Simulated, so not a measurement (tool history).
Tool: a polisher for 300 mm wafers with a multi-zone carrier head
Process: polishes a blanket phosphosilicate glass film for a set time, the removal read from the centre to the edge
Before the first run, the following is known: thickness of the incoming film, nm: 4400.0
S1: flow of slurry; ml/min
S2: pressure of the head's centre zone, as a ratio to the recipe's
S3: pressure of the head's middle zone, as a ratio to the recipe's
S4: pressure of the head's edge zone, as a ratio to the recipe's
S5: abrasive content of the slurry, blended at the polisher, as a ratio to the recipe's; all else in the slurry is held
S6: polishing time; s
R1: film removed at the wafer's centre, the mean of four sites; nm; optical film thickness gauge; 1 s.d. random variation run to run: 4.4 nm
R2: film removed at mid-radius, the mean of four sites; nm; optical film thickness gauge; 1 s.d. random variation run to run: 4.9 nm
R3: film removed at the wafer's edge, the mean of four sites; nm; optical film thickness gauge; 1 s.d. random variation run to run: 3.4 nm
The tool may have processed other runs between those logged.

run,hour,S1,S2,S3,S4,S5,S6,R1,R2,R3
1,0,250,1,1,1,1,58,484.98,492.8,484.86
2,3.4,240,0.95,1.02,0.98,0.95,58,451.32,490.45,467.75
3,9,240,0.95,1.06,0.98,0.95,58,452.67,510.11,464.6
4,13.2,230,0.91,1.07,0.98,0.9,58,428.4,496.88,455.28
5,22.1,225,0.88,1.09,0.99,0.85,58,391.44,489.58,448.16
6,22.7,220,0.86,1.09,0.97,0.85,58,377.7,478.98,441.66

Run 7, settings as shown, results not yet in. Your forecast:
7,30.2,215,0.85,1.1,0.95,0.85,58,?,?,?

R1: 372.89 nm
R2: 486.31 nm
R3: 436.66 nm

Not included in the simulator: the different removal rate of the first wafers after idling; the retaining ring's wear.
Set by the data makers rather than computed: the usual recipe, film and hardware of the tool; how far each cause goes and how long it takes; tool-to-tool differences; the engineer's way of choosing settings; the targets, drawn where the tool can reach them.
